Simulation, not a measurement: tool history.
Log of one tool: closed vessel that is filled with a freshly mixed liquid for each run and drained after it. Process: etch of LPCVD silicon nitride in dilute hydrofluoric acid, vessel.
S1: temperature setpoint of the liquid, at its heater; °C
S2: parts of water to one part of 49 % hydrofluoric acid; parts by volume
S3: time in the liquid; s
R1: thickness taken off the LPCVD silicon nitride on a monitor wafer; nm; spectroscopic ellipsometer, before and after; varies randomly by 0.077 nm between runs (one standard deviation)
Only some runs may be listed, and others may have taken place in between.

| run | day | S1 | S2 | S3 | R1 |
|---|---|---|---|---|---|
| 1 | 0 | 21 | 115 | 2890 | 9.2856 |
| 2 | 0.212 | 21 | 145 | 2890 | 7.4147 |
| 3 | 0.362 | 21 | 145 | 3095 | 7.9271 |
| 4 | 0.538 | 19 | 145 | 3095 | 6.9023 |
| 5 | 0.888 | 17 | 145 | 3095 | 6.007 |
| 6 | 1.025 | 17 | 145 | 2890 | 5.7268 |
| 7 | 1.112 | 20.5 | 135 | 2895 | 7.6784 |
| 8 | 1.2 | 20.5 | 135 | 2895 | 7.6756 |
| 9 | 1.279 | 20.5 | 135 | 2895 | 7.6147 |
| 10 | 1.546 | 24.5 | 115 | 2900 | 11.797 |
| 11 | 1.696 | 24.5 | 115 | 2900 | 11.692 |
| 12 | 1.788 | 25.5 | 115 | 2900 | 12.437 |

Run 13 is up next; what results do you expect?
| 13 | 1.946 | 25.5 | 115 | 2900 | ? |

{"run 13": {"R1": 12.535}}
